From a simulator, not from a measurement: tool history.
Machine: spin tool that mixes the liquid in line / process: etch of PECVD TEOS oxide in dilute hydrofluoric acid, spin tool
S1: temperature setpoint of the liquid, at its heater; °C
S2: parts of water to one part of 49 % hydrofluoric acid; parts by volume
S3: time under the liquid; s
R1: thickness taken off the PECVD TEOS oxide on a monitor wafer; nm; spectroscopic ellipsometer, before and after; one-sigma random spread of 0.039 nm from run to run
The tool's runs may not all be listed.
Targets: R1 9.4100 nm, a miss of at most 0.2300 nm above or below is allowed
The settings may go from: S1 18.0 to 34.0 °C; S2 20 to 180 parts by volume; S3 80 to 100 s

run  hour    S1   S2   S3       R1
  1   0.0  26.0  100  100  15.9690
  2   8.6  26.0  100  100  15.8210
  3  16.5  28.5  100  100  17.5200
  4  19.4  28.5  100   80  13.9700
  5  26.5  26.0  110   80  11.4380
  6  31.5  26.0   95   80  13.4790
  7  40.5  23.5   95   80  12.2000
  8  45.6  19.5  100   80   9.7407

Next run, 4 choices. One meets every target within its allowed miss, the rest don't. Which?
  A  50.7  18.5  100  80   ?
  B  50.7  20.5  115  90   ?
  C  50.7  18.0  105  80   ?
  D  50.7  20.5  120  95   ?

move      R1
   A  9.4132
   B  9.8525
   C  8.7354
   D  9.9154
A: all results land within tolerance of their targets
B: misses by more than the last run did
C: takes the result that was furthest off past its target
D: misses by more than the last run did
The move that meets every target is A.

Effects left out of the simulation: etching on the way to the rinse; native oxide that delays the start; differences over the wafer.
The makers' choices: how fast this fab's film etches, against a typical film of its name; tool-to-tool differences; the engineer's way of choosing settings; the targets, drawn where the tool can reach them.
